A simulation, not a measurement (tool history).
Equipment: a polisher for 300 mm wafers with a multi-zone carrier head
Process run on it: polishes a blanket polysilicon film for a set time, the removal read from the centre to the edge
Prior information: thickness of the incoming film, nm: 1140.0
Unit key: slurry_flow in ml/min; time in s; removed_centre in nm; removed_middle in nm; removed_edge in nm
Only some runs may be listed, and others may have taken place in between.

run	hour	slurry_flow	centre_zone	middle_zone	edge_zone	time	removed_centre	removed_middle	removed_edge
1	0.0	280	1.00	1.00	1.00	42	384.06	378.85	383.99
2	7.6	280	1.00	0.93	1.00	42	385.21	359.84	379.30
3	15.4	280	1.00	0.93	1.00	37	331.95	318.69	338.79
4	18.0	295	1.02	1.00	1.04	41	378.42	374.27	381.36
5	25.3	295	1.02	1.00	1.04	36	334.16	333.09	333.30
6	33.7	300	1.04	1.03	1.06	41	379.54	386.77	381.18
7	39.2	305	1.07	1.04	1.07	45	425.88	430.26	427.83

Estimate the outcome of run 8 from the log above:
8	46.8	315	1.10	1.06	1.07	47	?	?	?

For run 8 the tool returned removed_centre 461.02 nm, removed_middle 461.04 nm, removed_edge 443.42 nm.
